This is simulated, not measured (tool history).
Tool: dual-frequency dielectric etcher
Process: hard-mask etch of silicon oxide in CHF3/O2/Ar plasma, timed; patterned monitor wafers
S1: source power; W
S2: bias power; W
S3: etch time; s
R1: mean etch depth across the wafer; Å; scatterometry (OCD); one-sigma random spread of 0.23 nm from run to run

run,hour,S1,S2,S3,R1
1,0,740,224,17,376.55
2,2.7,740,196,17,362.14
3,4.4,650,196,17,333.5
4,11.2,650,196,17,338.79
5,17.7,540,196,17,290.49
6,24.8,540,217,17,301.01
7,27.9,540,217,17,300.2
8,29.1,620,220,17,333.69
9,36.6,620,220,17,333.23
10,38.8,670,222,17,350.41
11,46,710,224,17,365.91
12,48.1,740,225,17,380.73
13,49.7,760,226,17,379.17
14,55.2,790,227,17,392.09

The next listed run, before its measurement:
15,59.2,810,228,17,?

R1: 394.89 Å

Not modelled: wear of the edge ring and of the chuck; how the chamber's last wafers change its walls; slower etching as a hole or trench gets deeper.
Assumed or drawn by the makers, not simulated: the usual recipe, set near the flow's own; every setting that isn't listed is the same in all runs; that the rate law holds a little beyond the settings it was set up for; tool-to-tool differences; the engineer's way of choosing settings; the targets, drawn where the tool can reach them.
